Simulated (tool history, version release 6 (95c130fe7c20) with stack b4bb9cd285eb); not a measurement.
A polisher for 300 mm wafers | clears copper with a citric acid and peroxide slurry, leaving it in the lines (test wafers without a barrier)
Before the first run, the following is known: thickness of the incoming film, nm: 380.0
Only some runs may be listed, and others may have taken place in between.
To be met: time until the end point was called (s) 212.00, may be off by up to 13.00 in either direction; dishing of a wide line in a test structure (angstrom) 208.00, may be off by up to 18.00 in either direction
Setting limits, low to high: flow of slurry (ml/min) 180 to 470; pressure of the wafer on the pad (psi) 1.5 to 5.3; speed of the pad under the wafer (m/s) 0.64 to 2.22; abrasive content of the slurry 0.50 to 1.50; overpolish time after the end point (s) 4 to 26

run	hour	flow of slurry (ml/min)	pressure of the wafer on the pad (psi)	speed of the pad under the wafer (m/s)	abrasive content of the slurry	overpolish time after the end point (s)	time until the end point was called (s)	dishing of a wide line in a test structure (angstrom)
1	0.0	300	3.4	1.42	1.00	13	116.35	265.39
2	1.9	300	3.4	1.42	0.80	13	120.11	276.36
3	4.8	260	3.4	1.42	0.80	13	124.21	256.21
4	11.2	255	3.1	1.40	0.80	14	139.05	256.94
5	18.8	255	3.1	1.54	0.80	14	125.17	266.01
6	25.9	255	2.4	1.54	0.80	14	162.62	216.59
7	31.9	255	2.3	1.54	0.80	14	170.06	211.11
8	40.6	255	2.2	1.54	0.80	14	179.72	202.69
9	46.2	255	2.1	1.54	0.80	14	180.07	207.67
10	55.2	255	1.5	1.50	0.80	16	250.04	166.89
11	59.7	255	1.6	1.50	0.80	16	241.27	172.78
12	60.8	255	1.7	1.50	0.80	16	225.51	189.94

Which one of the following 5 next-run settings gets every result inside its allowed miss? There is exactly one.
A	61.9	470	1.6	2.00	0.80	15	?	?
B	61.9	180	1.9	1.42	1.05	17	?	?
C	61.9	300	1.5	1.50	0.95	17	?	?
D	61.9	240	1.8	1.60	0.75	14	?	?
E	61.9	205	2.1	1.54	0.95	11	?	?

move	time until the end point was called (s)	dishing of a wide line in a test structure (angstrom)
A	185.06	207.38
B	213.55	205.54
C	249.52	177.88
D	209.99	175.42
E	182.85	160.58
A: carries the result that was furthest off beyond its target, to the other side
B: every result lands within tolerance
C: lands further from the targets than the last run did
D: corrects the largest miss of the last run, while another result sits out of spec
E: carries the result that was furthest off beyond its target, to the other side
Go with B: it meets all targets.
